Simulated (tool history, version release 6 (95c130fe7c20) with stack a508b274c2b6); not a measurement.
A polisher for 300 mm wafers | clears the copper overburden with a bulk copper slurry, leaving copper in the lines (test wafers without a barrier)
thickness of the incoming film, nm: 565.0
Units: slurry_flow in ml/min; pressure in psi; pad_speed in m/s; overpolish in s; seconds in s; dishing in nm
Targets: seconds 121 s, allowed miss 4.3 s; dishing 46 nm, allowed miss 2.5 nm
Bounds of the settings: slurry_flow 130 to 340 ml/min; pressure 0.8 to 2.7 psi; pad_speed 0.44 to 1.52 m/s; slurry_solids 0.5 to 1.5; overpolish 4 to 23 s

run,hour,slurry_flow,pressure,pad_speed,slurry_solids,overpolish,seconds,dishing
1,0,220,1.7,0.98,1,12,109.3,35.847
2,7,220,1.7,0.98,1,13,109.89,37.22
3,11.2,220,1.7,1.06,1,13,102.88,39.271
4,17.4,220,1.7,0.94,1,13,115.16,37.955
5,20.9,185,1.7,0.94,1,13,116.5,36.317
6,22.5,145,1.7,0.94,1,13,121.31,36.342
7,24.1,145,1.7,0.94,1,14,123.01,36.732
8,25.5,150,1.7,0.94,1,15,123.69,39.515
9,30.7,150,1.7,0.94,1,15,122.56,39.294
10,38.9,155,1.7,0.94,1,16,122.5,41.561
11,42.7,160,1.7,0.94,1,17,120.52,43.087

4 next moves are on the table. One of them brings every result within its allowed miss. Which?
A,46.5,130,2.1,0.78,1,15,?,?
B,46.5,170,1.6,1,0.95,16,?,?
C,46.5,185,1.7,0.96,0.9,15,?,?
D,46.5,140,1.5,1.14,0.95,19,?,?

move,seconds,dishing
A,121.3,40.529
B,123,41.177
C,119.39,40.367
D,121.85,46.318
A: further off than the last run
B: further off than the last run
C: further off than the last run
D: meets every target
Move D is the one to make.
